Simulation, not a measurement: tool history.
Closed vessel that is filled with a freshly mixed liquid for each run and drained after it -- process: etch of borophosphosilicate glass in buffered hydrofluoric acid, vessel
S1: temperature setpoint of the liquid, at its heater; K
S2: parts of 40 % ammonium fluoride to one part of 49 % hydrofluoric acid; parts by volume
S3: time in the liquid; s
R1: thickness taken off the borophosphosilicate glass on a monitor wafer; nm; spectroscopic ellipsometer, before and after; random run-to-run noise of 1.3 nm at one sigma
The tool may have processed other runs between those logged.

run  hour      S1    S2   S3      R1
  1   0.0  295.15  15.0   95  124.49
  2   7.4  295.15  18.0   95  103.95
  3  13.4  296.65  18.0   95  112.61
  4  19.5  297.65  18.0   95  119.76
  5  25.3  297.65  18.0  105  129.96
  6  33.9  297.65  22.0  105  110.04
  7  34.7  301.65  19.0  105  151.93

What does the tool deliver on the next run?
  8  36.1  303.15  18.5  105   ?

{"run 8": {"R1": 169.69}}
